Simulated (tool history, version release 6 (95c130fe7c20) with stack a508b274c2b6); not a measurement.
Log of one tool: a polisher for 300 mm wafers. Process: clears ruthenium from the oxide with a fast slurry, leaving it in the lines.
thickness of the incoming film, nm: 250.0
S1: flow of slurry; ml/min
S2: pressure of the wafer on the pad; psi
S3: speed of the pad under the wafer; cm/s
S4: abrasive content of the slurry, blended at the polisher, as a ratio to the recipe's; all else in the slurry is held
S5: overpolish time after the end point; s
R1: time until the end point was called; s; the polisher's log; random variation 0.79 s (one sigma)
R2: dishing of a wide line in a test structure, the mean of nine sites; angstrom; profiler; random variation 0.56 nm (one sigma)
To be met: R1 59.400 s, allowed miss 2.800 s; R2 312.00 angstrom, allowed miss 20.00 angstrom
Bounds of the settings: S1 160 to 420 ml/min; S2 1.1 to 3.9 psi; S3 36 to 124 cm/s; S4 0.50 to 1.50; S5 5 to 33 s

{"run": 1, "hour": 0.0, "S1": 270, "S2": 2.5, "S3": 80, "S4": 1.0, "S5": 17, "R1": 84.865, "R2": 385.13}
{"run": 2, "hour": 4.7, "S1": 270, "S2": 2.5, "S3": 66, "S4": 1.0, "S5": 17, "R1": 100.58, "R2": 343.14}
{"run": 3, "hour": 13.2, "S1": 270, "S2": 2.5, "S3": 66, "S4": 1.15, "S5": 17, "R1": 94.515, "R2": 359.26}
{"run": 4, "hour": 20.4, "S1": 270, "S2": 2.7, "S3": 66, "S4": 1.15, "S5": 15, "R1": 89.912, "R2": 333.31}
{"run": 5, "hour": 25.9, "S1": 270, "S2": 2.7, "S3": 72, "S4": 1.15, "S5": 15, "R1": 81.993, "R2": 359.68}
{"hour": 30.5, "done": "slurry nozzle cleaned"}
{"run": 6, "hour": 30.5, "S1": 270, "S2": 2.7, "S3": 86, "S4": 1.15, "S5": 15, "R1": 64.237, "R2": 449.6}
{"run": 7, "hour": 39.3, "S1": 270, "S2": 2.7, "S3": 86, "S4": 1.15, "S5": 13, "R1": 64.285, "R2": 413.55}
{"run": 8, "hour": 42.1, "S1": 270, "S2": 2.7, "S3": 86, "S4": 1.15, "S5": 12, "R1": 66.046, "R2": 363.46}
{"run": 9, "hour": 48.3, "S1": 270, "S2": 2.7, "S3": 86, "S4": 1.15, "S5": 12, "R1": 65.717, "R2": 366.83}
{"run": 10, "hour": 54.5, "S1": 270, "S2": 2.8, "S3": 86, "S4": 1.15, "S5": 11, "R1": 61.783, "R2": 345.7}
{"run": 11, "hour": 57.7, "S1": 270, "S2": 2.9, "S3": 86, "S4": 1.15, "S5": 10, "R1": 61.127, "R2": 328.19}
{"run": 12, "hour": 58.8, "S1": 270, "S2": 3.0, "S3": 86, "S4": 1.15, "S5": 10, "R1": 59.313, "R2": 329.27}
{"run": 13, "hour": 64.6, "S1": 270, "S2": 3.0, "S3": 86, "S4": 1.15, "S5": 10, "R1": 59.807, "R2": 340.73}

4 next moves are on the table. One of them brings every result within its allowed miss. Which?
{"run": "A", "hour": 70.4, "S1": 310, "S2": 3.2, "S3": 80, "S4": 1.15, "S5": 11, "R1": "?", "R2": "?"}
{"run": "B", "hour": 70.4, "S1": 280, "S2": 2.7, "S3": 92, "S4": 1.2, "S5": 9, "R1": "?", "R2": "?"}
{"run": "C", "hour": 70.4, "S1": 215, "S2": 2.6, "S3": 86, "S4": 1.25, "S5": 8, "R1": "?", "R2": "?"}
{"run": "D", "hour": 70.4, "S1": 195, "S2": 3.9, "S3": 70, "S4": 1.35, "S5": 10, "R1": "?", "R2": "?"}

move=A R1=59.837 R2=383.75
move=B R1=59.496 R2=323.03
move=C R1=66.394 R2=262.94
move=D R1=56.610 R2=370.60
A: further off than the last run
B: meets every target
C: takes the result that was furthest off past its target
D: further off than the last run
Move B is the one to make.
